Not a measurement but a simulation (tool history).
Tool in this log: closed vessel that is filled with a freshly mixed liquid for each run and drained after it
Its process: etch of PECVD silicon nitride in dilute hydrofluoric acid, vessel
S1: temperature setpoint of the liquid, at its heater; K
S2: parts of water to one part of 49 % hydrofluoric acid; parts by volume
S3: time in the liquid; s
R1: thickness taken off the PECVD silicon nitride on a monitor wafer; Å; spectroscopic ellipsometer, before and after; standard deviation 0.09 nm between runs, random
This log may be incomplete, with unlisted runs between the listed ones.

Run 1, day 0: S1 294.15 K, S2 80 parts by volume, S3 235 s. Result: R1 50.729 Å.
Run 2, day 0.096: S1 294.15 K, S2 60 parts by volume, S3 235 s. Result: R1 67.813 Å.
Run 3, day 0.167: S1 296.65 K, S2 55 parts by volume, S3 235 s. Result: R1 86.895 Å.
Run 4, day 0.25: S1 298.65 K, S2 55 parts by volume, S3 235 s. Result: R1 100.98 Å.
Run 5, day 0.317: S1 298.65 K, S2 55 parts by volume, S3 235 s. Result: R1 100.07 Å.
Run 6, day 0.583: S1 299.65 K, S2 50 parts by volume, S3 235 s. Result: R1 118.96 Å.
Run 7, day 0.688: S1 300.65 K, S2 50 parts by volume, S3 235 s. Result: R1 125.17 Å.
Run 8, day 0.754: S1 301.15 K, S2 50 parts by volume, S3 235 s. Result: R1 130.29 Å.
Run 9, day 0.808: S1 301.65 K, S2 50 parts by volume, S3 235 s. Result: R1 134.55 Å.
Run 10, day 0.967: S1 302.15 K, S2 50 parts by volume, S3 235 s. Result: R1 138.85 Å.

Run 11 is up next; what results do you expect?
Run 11, day 1.167: S1 302.15 K, S2 45 parts by volume, S3 235 s. Result: R1 ?.

For run 11 the tool returned R1 154.07 Å.
